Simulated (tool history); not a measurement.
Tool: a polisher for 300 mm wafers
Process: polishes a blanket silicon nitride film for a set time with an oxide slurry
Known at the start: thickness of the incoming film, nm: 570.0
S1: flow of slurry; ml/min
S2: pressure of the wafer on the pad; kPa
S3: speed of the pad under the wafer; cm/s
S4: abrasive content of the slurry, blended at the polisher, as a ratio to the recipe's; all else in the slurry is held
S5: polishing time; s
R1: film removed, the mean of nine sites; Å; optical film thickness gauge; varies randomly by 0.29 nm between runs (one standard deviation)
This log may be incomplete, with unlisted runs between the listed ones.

{"run": 1, "hour": 0.0, "S1": 120, "S2": 15.9, "S3": 120, "S4": 1.0, "S5": 85, "R1": 318.85}
{"run": 2, "hour": 1.9, "S1": 115, "S2": 15.2, "S3": 120, "S4": 1.0, "S5": 85, "R1": 300.01}
{"run": 3, "hour": 6.8, "S1": 115, "S2": 16.5, "S3": 120, "S4": 1.0, "S5": 85, "R1": 326.07}
{"run": 4, "hour": 8.5, "S1": 110, "S2": 15.9, "S3": 120, "S4": 1.0, "S5": 85, "R1": 315.78}
{"run": 5, "hour": 12.3, "S1": 110, "S2": 15.2, "S3": 120, "S4": 1.0, "S5": 85, "R1": 298.34}
{"run": 6, "hour": 15.1, "S1": 110, "S2": 13.8, "S3": 120, "S4": 1.0, "S5": 85, "R1": 276.53}
{"run": 7, "hour": 16.2, "S1": 110, "S2": 13.1, "S3": 120, "S4": 1.0, "S5": 85, "R1": 262.72}
{"hour": 22.6, "done": "slurry blender recalibrated"}
{"run": 8, "hour": 22.6, "S1": 105, "S2": 12.4, "S3": 120, "S4": 1.0, "S5": 85, "R1": 297.9}

Expected results for the next run?
{"run": 9, "hour": 28.5, "S1": 115, "S2": 11.7, "S3": 120, "S4": 1.0, "S5": 85, "R1": "?"}

R1: 280.53 Å

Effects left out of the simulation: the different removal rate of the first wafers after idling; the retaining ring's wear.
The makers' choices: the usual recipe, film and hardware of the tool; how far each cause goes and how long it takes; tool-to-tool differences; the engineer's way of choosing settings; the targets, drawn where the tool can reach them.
